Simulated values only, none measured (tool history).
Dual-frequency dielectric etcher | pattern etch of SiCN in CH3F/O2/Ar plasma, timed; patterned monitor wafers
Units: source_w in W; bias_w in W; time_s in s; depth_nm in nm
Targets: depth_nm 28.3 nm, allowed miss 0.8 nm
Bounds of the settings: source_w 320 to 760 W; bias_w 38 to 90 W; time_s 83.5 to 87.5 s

run 1 hour=0 | source_w=540 bias_w=64 time_s=83.5 | depth_nm=36.147
run 2 hour=4.2 | source_w=490 bias_w=60 time_s=83.5 | depth_nm=33.585
run 3 hour=9.7 | source_w=490 bias_w=52 time_s=83.5 | depth_nm=32.446
run 4 hour=17.2 | source_w=490 bias_w=52 time_s=87.5 | depth_nm=33.759
run 5 hour=25 | source_w=460 bias_w=50 time_s=87 | depth_nm=32.459
run 6 hour=32.9 | source_w=440 bias_w=49 time_s=87 | depth_nm=31.458
run 7 hour=41.5 | source_w=420 bias_w=48 time_s=87 | depth_nm=30.834
run 8 hour=49.6 | source_w=400 bias_w=47 time_s=87 | depth_nm=29.914
run 9 hour=55.9 | source_w=390 bias_w=47 time_s=87 | depth_nm=29.526
run 10 hour=62.7 | source_w=380 bias_w=47 time_s=87 | depth_nm=29.124

4 next moves are on the table. One of them brings every result within its allowed miss. Which?
run A hour=69.5 | source_w=320 bias_w=46 time_s=83.5 | depth_nm=?
run B hour=69.5 | source_w=320 bias_w=50 time_s=83.5 | depth_nm=?
run C hour=69.5 | source_w=330 bias_w=45 time_s=85 | depth_nm=?
run D hour=69.5 | source_w=350 bias_w=49 time_s=86 | depth_nm=?

move=A depth_nm=26.182
move=B depth_nm=26.922
move=C depth_nm=26.8
move=D depth_nm=28.575
A: takes the result that was furthest off past its target
B: takes the result that was furthest off past its target
C: takes the result that was furthest off past its target
D: meets every target
The right move is D.
